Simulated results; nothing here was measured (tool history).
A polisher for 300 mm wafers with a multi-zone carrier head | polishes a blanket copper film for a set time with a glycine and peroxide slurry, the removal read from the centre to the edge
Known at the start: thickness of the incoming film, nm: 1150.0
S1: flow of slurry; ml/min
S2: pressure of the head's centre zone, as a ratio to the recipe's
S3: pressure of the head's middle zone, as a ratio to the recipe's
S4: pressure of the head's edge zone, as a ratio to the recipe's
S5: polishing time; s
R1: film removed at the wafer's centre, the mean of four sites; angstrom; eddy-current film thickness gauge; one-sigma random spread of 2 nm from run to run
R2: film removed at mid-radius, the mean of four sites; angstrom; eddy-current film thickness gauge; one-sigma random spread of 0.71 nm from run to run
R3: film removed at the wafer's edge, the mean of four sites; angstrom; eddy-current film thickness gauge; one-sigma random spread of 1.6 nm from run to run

{"run": 1, "hour": 0.0, "S1": 200, "S2": 1.0, "S3": 1.0, "S4": 1.0, "S5": 30, "R1": 1582.6, "R2": 1606.8, "R3": 1613.0}
{"run": 2, "hour": 2.6, "S1": 200, "S2": 1.0, "S3": 0.93, "S4": 1.0, "S5": 30, "R1": 1570.5, "R2": 1481.6, "R3": 1590.1}
{"run": 3, "hour": 11.5, "S1": 190, "S2": 1.01, "S3": 0.9, "S4": 0.99, "S5": 29, "R1": 1599.1, "R2": 1398.2, "R3": 1532.1}
{"run": 4, "hour": 14.2, "S1": 145, "S2": 1.01, "S3": 0.9, "S4": 0.99, "S5": 29, "R1": 1453.5, "R2": 1320.0, "R3": 1480.6}
{"run": 5, "hour": 20.2, "S1": 145, "S2": 1.07, "S3": 0.9, "S4": 0.99, "S5": 29, "R1": 1546.4, "R2": 1310.2, "R3": 1494.1}
{"run": 6, "hour": 26.7, "S1": 145, "S2": 1.02, "S3": 0.9, "S4": 0.99, "S5": 29, "R1": 1474.6, "R2": 1331.8, "R3": 1442.6}
{"run": 7, "hour": 27.3, "S1": 140, "S2": 1.02, "S3": 0.88, "S4": 0.99, "S5": 28, "R1": 1388.5, "R2": 1257.2, "R3": 1401.6}

Expected results for the next run?
{"run": 8, "hour": 30.0, "S1": 140, "S2": 1.02, "S3": 0.88, "S4": 0.99, "S5": 28, "R1": "?", "R2": "?", "R3": "?"}

R1: 1421.5 angstrom
R2: 1253.8 angstrom
R3: 1417.7 angstrom

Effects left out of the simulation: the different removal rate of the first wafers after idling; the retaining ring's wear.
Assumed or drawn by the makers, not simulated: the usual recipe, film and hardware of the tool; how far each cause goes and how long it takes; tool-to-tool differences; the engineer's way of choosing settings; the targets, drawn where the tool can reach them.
